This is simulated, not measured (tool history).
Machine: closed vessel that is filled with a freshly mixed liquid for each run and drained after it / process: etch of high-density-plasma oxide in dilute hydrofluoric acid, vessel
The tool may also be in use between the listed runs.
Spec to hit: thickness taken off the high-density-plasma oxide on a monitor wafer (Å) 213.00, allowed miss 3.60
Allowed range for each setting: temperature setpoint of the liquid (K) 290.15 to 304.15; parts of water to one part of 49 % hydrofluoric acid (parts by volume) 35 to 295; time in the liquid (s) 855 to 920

run  hour  temperature setpoint of the liquid (K)  parts of water to one part of 49 % hydrofluoric acid (parts by volume)  time in the liquid (s)  thickness taken off the high-density-plasma oxide on a monitor wafer (Å)
  1   0.0                                  296.15                                                                     165                     855                                                                    348.07
  2   4.3                                  295.65                                                                     170                     855                                                                    328.05
  3   5.5                                  295.15                                                                     175                     855                                                                    311.71
  4  13.6                                  295.15                                                                     175                     920                                                                    333.81
  5  19.0                                  297.65                                                                     175                     920                                                                    366.06
  6  20.2                                  296.65                                                                     180                     920                                                                    342.58
  7  25.4                                  295.65                                                                     185                     920                                                                    320.97
  8  33.9                                  295.15                                                                     190                     920                                                                    302.32
  9  42.2                                  294.65                                                                     195                     920                                                                    288.41
 10  44.3                                  294.15                                                                     200                     920                                                                    275.66
 11  48.5                                  293.65                                                                     200                     920                                                                    268.18
 12  50.5                                  293.15                                                                     200                     920                                                                    261.08
 13  52.3                                  292.65                                                                     200                     920                                                                    257.35
 14  57.1                                  292.15                                                                     200                     920                                                                    252.38
 15  58.4                                  291.15                                                                     210                     920                                                                    230.67
 16  65.4                                  291.15                                                                     210                     920                                                                    229.58
 17  74.0                                  290.65                                                                     215                     920                                                                    218.49

Pick the move, out of 5, that brings all results within their allowed miss; only one does.
  A  82.6                                  290.15                                                                     195                     870                                                                         ?
  B  82.6                                  290.15                                                                     205                     905                                                                         ?
  C  82.6                                  290.15                                                                     215                     910                                                                         ?
  D  82.6                                  290.15                                                                     205                     910                                                                         ?
  E  82.6                                  290.15                                                                     200                     875                                                                         ?

move  thickness taken off the high-density-plasma oxide on a monitor wafer (Å)
   A                                                                    227.81
   B                                                                    223.26
   C                                                                    212.04
   D                                                                    224.50
   E                                                                    222.31
A: its largest miss is bigger than the last run's
B: its largest miss is bigger than the last run's
C: every result lands within tolerance
D: its largest miss is bigger than the last run's
E: its largest miss is bigger than the last run's
The move that meets every target is C.
